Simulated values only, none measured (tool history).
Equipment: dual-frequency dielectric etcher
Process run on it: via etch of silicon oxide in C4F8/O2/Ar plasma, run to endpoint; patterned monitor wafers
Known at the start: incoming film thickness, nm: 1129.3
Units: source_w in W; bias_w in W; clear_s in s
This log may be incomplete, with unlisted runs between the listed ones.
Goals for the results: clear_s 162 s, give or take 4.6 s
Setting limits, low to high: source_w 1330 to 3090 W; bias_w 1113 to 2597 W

run,hour,source_w,bias_w,clear_s
1,0,2210,1855,201.83
2,5.4,2210,2100,194.66
3,9.4,2290,2136,189.17
4,13.4,2290,2312,188.44
5,20.9,2290,2573,179.08
# hour 21.6: source power generator calibrated
6,21.6,2350,2576,180.33
7,22.6,2430,2578,176.5
8,26.9,2490,2580,174.95

Below are 4 possible settings for the next run. Only one of them brings all results inside the allowed miss of their targets. Which is it?
A,31.2,2190,2460,?
B,31.2,2790,2597,?
C,31.2,2150,2362,?
D,31.2,2090,2558,?

move,clear_s
A,191.42
B,162.75
C,196.3
D,194.73
A: the biggest miss grows against the last run
B: hits every target within its allowed miss
C: the biggest miss grows against the last run
D: the biggest miss grows against the last run
B meets every target.
